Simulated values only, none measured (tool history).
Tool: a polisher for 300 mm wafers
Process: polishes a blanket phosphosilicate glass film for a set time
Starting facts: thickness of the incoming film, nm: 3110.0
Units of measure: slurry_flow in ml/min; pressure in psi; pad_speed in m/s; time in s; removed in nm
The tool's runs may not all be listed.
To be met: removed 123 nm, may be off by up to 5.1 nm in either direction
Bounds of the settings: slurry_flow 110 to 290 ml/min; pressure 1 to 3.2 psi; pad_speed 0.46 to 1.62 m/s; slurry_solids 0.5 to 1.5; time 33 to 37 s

{"run": 1, "hour": 0.0, "slurry_flow": 185, "pressure": 2.1, "pad_speed": 1.04, "slurry_solids": 1, "time": 37, "removed": 219.29}
{"run": 2, "hour": 5.9, "slurry_flow": 185, "pressure": 1.8, "pad_speed": 1.02, "slurry_solids": 1, "time": 37, "removed": 188.3}
{"run": 3, "hour": 7.9, "slurry_flow": 185, "pressure": 1.8, "pad_speed": 1.12, "slurry_solids": 1, "time": 37, "removed": 203.33}
{"run": 4, "hour": 16.0, "slurry_flow": 185, "pressure": 1.6, "pad_speed": 1.08, "slurry_solids": 1, "time": 37, "removed": 177.92}
{"run": 5, "hour": 23.4, "slurry_flow": 185, "pressure": 1.4, "pad_speed": 1.08, "slurry_solids": 1, "time": 37, "removed": 154.09}
{"run": 6, "hour": 26.4, "slurry_flow": 220, "pressure": 1.4, "pad_speed": 1.08, "slurry_solids": 1, "time": 37, "removed": 156.84}
{"run": 7, "hour": 27.5, "slurry_flow": 220, "pressure": 1.3, "pad_speed": 1.08, "slurry_solids": 1, "time": 37, "removed": 146.03}
{"run": 8, "hour": 33.5, "slurry_flow": 220, "pressure": 1.2, "pad_speed": 1.08, "slurry_solids": 1, "time": 37, "removed": 135.71}

Which of these 4 next moves meets every target?
{"run": "A", "hour": 39.5, "slurry_flow": 230, "pressure": 1, "pad_speed": 1.08, "slurry_solids": 1.05, "time": 36, "removed": "?"}
{"run": "B", "hour": 39.5, "slurry_flow": 210, "pressure": 1.4, "pad_speed": 0.92, "slurry_solids": 1, "time": 37, "removed": "?"}
{"run": "C", "hour": 39.5, "slurry_flow": 210, "pressure": 1.2, "pad_speed": 0.96, "slurry_solids": 1, "time": 37, "removed": "?"}
{"run": "D", "hour": 39.5, "slurry_flow": 240, "pressure": 1, "pad_speed": 1.16, "slurry_solids": 1.25, "time": 37, "removed": "?"}

move=A removed=112.53
move=B removed=136.01
move=C removed=121.51
move=D removed=131.1
A: moves the result that the last run missed by most past its target, out the other side
B: no nearer and no further than the last run
C: each result inside its tolerance
D: nearer the targets than the last run, but a result is still out of spec
Move C is the one to make.

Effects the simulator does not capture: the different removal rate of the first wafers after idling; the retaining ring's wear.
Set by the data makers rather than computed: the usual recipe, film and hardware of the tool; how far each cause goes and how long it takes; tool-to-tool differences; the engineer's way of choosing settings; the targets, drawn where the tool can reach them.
